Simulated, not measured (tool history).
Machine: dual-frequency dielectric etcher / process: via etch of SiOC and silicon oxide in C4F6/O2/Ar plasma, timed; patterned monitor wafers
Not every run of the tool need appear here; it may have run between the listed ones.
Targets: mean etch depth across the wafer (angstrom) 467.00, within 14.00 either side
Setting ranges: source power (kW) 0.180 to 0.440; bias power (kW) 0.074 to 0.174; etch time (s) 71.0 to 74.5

run  hour  source power (kW)  bias power (kW)  etch time (s)  mean etch depth across the wafer (angstrom)
  1   0.0              0.310            0.124           71.0                                       613.76
  2   8.8              0.280            0.116           71.0                                       566.18
  3   9.7              0.260            0.113           71.0                                       542.42
  4  11.7              0.250            0.111           71.0                                       532.72
  5  16.8              0.250            0.111           74.5                                       550.99
  6  18.3              0.240            0.108           74.5                                       538.46
  7  21.2              0.230            0.106           74.5                                       528.09
  8  27.9              0.220            0.104           74.5                                       517.36
  9  30.7              0.210            0.102           74.5                                       492.55

Next run, 4 choices. One meets every target within its allowed miss, the rest don't. Which?
  A  33.5              0.230            0.096           74.5                                            ?
  B  33.5              0.200            0.101           72.0                                            ?
  C  33.5              0.180            0.088           74.5                                            ?
  D  33.5              0.270            0.086           72.0                                            ?

move  mean etch depth across the wafer (angstrom)
   A                                       504.91
   B                                       468.12
   C                                       434.11
   D                                       500.31
A: its largest miss is bigger than the last run's
B: each result inside its tolerance
C: carries the result that was furthest off beyond its target, to the other side
D: its largest miss is bigger than the last run's
The move that meets every target is B.
